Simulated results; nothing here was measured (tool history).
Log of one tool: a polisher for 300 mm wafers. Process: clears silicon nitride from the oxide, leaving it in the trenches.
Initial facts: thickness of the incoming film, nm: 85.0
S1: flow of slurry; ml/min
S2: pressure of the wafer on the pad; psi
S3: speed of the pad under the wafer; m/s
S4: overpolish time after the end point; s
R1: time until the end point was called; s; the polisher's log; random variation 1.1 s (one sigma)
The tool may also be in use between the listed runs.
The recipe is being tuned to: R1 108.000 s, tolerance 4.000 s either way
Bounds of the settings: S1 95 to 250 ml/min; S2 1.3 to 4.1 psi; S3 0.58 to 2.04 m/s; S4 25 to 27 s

| run | hour | S1 | S2 | S3 | S4 | R1 |
|---|---|---|---|---|---|---|
| 1 | 0.0 | 160 | 2.7 | 1.30 | 25 | 83.341 |
| 2 | 6.6 | 160 | 2.7 | 1.30 | 27 | 83.899 |
| 3 | 11.8 | 160 | 2.6 | 1.30 | 27 | 87.205 |
| 4 | 19.2 | 160 | 2.6 | 1.30 | 27 | 85.649 |
| 5 | 20.9 | 160 | 2.6 | 1.30 | 27 | 87.257 |
| 6 | 24.7 | 160 | 3.1 | 1.30 | 27 | 73.340 |
| 7 | 25.3 | 160 | 2.9 | 1.30 | 27 | 77.404 |
| 8 | 31.5 | 160 | 2.8 | 1.30 | 27 | 80.694 |
| 9 | 38.7 | 160 | 2.7 | 1.30 | 27 | 83.408 |
| 10 | 46.6 | 160 | 2.6 | 1.30 | 27 | 87.345 |
| 11 | 49.2 | 160 | 2.5 | 1.30 | 27 | 89.609 |
| 12 | 57.1 | 160 | 2.4 | 1.30 | 27 | 94.860 |

Of the 4 settings listed for the next run, only one would bring every result within its allowed miss of target. Which one?
| A | 65.0 | 145 | 2.7 | 1.28 | 25 | ? |
| B | 65.0 | 185 | 3.6 | 0.88 | 27 | ? |
| C | 65.0 | 175 | 2.2 | 1.08 | 27 | ? |
| D | 65.0 | 140 | 2.2 | 1.26 | 25 | ? |

| move | R1 |
|---|---|
| A | 86.690 |
| B | 88.335 |
| C | 119.590 |
| D | 107.910 |
A: moves away from the targets compared with the last run
B: moves away from the targets compared with the last run
C: moves the result that the last run missed by most past its target, out the other side
D: all results in spec
So the answer is move D, the one that meets all the targets.
